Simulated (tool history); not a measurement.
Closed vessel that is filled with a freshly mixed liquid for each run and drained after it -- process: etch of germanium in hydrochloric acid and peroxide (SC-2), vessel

run	day	temperature setpoint of the liquid (K)	parts of water to one part each of 37 % hydrochloric acid and 30 % peroxide (parts by volume)	time in the liquid (s)	thickness taken off the germanium on a monitor wafer (angstrom)
1	0	319.15	7.5	30	605.73
2	0.338	319.15	6.5	30	607.77
3	0.362	319.15	8.5	30	609.19
4	0.658	320.15	8.5	30	625.3
5	0.908	317.65	8.5	30	575.12
6	1.283	317.65	8.5	30	574.89
7	1.625	319.15	8.5	30	603.2
8	1.667	320.15	8.5	30	621.1
9	1.704	321.15	8.5	30	644.08
10	2.046	321.65	8.5	30	656.07
11	2.15	322.15	8.5	30	671.22

What will run 12 give?
12	2.283	322.65	8.5	30	?

Run 12 came out at thickness taken off the germanium on a monitor wafer (angstrom) 680.58.
